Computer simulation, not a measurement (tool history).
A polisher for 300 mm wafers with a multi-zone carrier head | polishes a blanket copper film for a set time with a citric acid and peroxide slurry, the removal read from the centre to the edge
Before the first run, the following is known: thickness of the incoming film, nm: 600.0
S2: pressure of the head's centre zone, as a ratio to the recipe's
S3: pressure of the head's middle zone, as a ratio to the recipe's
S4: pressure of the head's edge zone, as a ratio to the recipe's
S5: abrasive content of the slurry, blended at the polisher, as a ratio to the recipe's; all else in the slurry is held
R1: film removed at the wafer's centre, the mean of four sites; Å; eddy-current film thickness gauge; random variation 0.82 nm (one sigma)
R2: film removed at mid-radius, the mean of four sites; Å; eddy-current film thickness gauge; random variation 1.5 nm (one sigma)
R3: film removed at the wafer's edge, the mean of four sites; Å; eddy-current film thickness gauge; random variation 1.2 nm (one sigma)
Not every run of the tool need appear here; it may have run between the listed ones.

run 1 hour=0.0 | flow_of_slurry_(ml/min)=315 S2=1.00 S3=1.00 S4=1.00 S5=1.00 polishing_time_(s)=61 | R1=1529.80 R2=1550.0 R3=1567.10
run 2 hour=5.5 | flow_of_slurry_(ml/min)=315 S2=0.99 S3=1.00 S4=0.98 S5=0.95 polishing_time_(s)=59 | R1=1445.50 R2=1445.3 R3=1458.10
run 3 hour=12.8 | flow_of_slurry_(ml/min)=315 S2=0.97 S3=1.01 S4=0.96 S5=0.90 polishing_time_(s)=58 | R1=1396.40 R2=1413.5 R3=1408.80
run 4 hour=21.5 | flow_of_slurry_(ml/min)=315 S2=1.01 S3=1.01 S4=0.96 S5=0.90 polishing_time_(s)=58 | R1=1419.00 R2=1433.7 R3=1388.80
run 5 hour=27.4 | flow_of_slurry_(ml/min)=310 S2=0.99 S3=1.02 S4=0.95 S5=0.85 polishing_time_(s)=57 | R1=1354.30 R2=1348.4 R3=1347.80
run 6 hour=28.3 | flow_of_slurry_(ml/min)=310 S2=0.99 S3=1.02 S4=0.95 S5=0.85 polishing_time_(s)=42 | R1=1005.10 R2=1053.2 R3=983.07
run 7 hour=36.3 | flow_of_slurry_(ml/min)=310 S2=0.98 S3=1.03 S4=0.96 S5=0.85 polishing_time_(s)=42 | R1=977.36 R2=1009.3 R3=1005.80

Estimate the outcome of run 8 from the log above:
run 8 hour=43.8 | flow_of_slurry_(ml/min)=315 S2=0.98 S3=1.05 S4=0.96 S5=0.90 polishing_time_(s)=42 | R1=? R2=? R3=?

R1: 1000.80 Å
R2: 1061.4 Å
R3: 1010.20 Å

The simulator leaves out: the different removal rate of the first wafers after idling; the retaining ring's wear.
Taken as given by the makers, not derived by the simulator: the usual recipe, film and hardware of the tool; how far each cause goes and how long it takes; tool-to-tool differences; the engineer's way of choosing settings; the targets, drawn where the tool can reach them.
